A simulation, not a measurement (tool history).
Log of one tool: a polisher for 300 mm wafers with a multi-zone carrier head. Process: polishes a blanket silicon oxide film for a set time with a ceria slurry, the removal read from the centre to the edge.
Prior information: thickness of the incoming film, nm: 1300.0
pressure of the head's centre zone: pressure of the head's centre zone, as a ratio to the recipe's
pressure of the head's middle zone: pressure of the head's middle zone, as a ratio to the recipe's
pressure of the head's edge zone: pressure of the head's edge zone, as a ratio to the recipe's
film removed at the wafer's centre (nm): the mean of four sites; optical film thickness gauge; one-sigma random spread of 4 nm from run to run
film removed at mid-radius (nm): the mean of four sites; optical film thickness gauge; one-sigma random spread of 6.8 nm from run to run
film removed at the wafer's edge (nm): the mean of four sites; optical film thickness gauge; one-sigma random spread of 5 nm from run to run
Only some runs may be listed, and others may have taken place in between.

run	hour	flow of slurry (ml/min)	pressure of the head's centre zone	pressure of the head's middle zone	pressure of the head's edge zone	polishing time (s)	film removed at the wafer's centre (nm)	film removed at mid-radius (nm)	film removed at the wafer's edge (nm)
1	0	130	1	1	1	70	494.12	509.86	483.5
2	7.1	130	1	1	1.03	70	499.82	495.34	488.65
3	8.2	130	1	1	1.03	58	410.01	419.23	403.89
4	16.4	135	0.95	1.04	1.07	67	465.5	500.43	477.82
5	23.5	135	1.01	1.04	1.07	67	482.31	500.85	482.87
6	27.2	135	1.08	1.04	1.07	67	511.43	506.19	480.38

What does the tool deliver on the next run?
7	29.2	140	1	1.07	1.11	73	?	?	?

{"run 7": {"film removed at the wafer's centre (nm)": 532.61, "film removed at mid-radius (nm)": 563.53, "film removed at the wafer's edge (nm)": 534.79}}

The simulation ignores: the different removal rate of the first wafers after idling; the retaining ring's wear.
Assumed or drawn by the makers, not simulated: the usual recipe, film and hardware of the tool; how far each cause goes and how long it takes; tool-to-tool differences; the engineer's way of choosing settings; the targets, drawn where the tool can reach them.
